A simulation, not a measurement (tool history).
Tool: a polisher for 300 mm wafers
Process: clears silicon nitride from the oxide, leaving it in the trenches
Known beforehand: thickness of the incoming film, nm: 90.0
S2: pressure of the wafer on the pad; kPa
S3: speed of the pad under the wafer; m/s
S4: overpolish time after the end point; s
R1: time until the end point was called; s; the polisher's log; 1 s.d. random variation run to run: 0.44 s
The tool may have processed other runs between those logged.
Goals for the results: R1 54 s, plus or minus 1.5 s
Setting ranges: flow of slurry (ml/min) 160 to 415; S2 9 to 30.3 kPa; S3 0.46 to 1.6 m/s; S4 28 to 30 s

run 1 hour=0 | flow_of_slurry_(ml/min)=265 S2=19.3 S3=1.02 S4=28 | R1=81.059
run 2 hour=5.3 | flow_of_slurry_(ml/min)=225 S2=19.3 S3=1.02 S4=28 | R1=80.627
run 3 hour=9 | flow_of_slurry_(ml/min)=225 S2=17.2 S3=1.02 S4=28 | R1=91.941
run 4 hour=10.5 | flow_of_slurry_(ml/min)=225 S2=20.7 S3=1.02 S4=28 | R1=75.157
run 5 hour=18.5 | flow_of_slurry_(ml/min)=200 S2=20.7 S3=1.02 S4=28 | R1=78.115
run 6 hour=24.4 | flow_of_slurry_(ml/min)=200 S2=22.8 S3=1.02 S4=28 | R1=70.411
run 7 hour=27.9 | flow_of_slurry_(ml/min)=225 S2=24.1 S3=1.02 S4=28 | R1=65.364
run 8 hour=36.5 | flow_of_slurry_(ml/min)=230 S2=25.5 S3=1.02 S4=28 | R1=61.421
run 9 hour=40.3 | flow_of_slurry_(ml/min)=235 S2=26.2 S3=1.02 S4=28 | R1=60.077
run 10 hour=46.6 | flow_of_slurry_(ml/min)=235 S2=26.9 S3=1.02 S4=28 | R1=59.491
run 11 hour=50.6 | flow_of_slurry_(ml/min)=235 S2=27.6 S3=1.02 S4=28 | R1=57.983

Pick the move, out of 4, that brings all results within their allowed miss; only one does.
run A hour=54.6 | flow_of_slurry_(ml/min)=280 S2=30.3 S3=1.04 S4=30 | R1=?
run B hour=54.6 | flow_of_slurry_(ml/min)=250 S2=27.6 S3=0.9 S4=28 | R1=?
run C hour=54.6 | flow_of_slurry_(ml/min)=190 S2=26.2 S3=0.94 S4=28 | R1=?
run D hour=54.6 | flow_of_slurry_(ml/min)=210 S2=22.8 S3=1.34 S4=30 | R1=?

move=A R1=50.077
move=B R1=63.499
move=C R1=66.078
move=D R1=53.848
A: the result that was furthest off in the last run now lies on the other side of its target
B: lands further from the targets than the last run did
C: lands further from the targets than the last run did
D: all results land within tolerance of their targets
So the answer is move D, the one that meets all the targets.
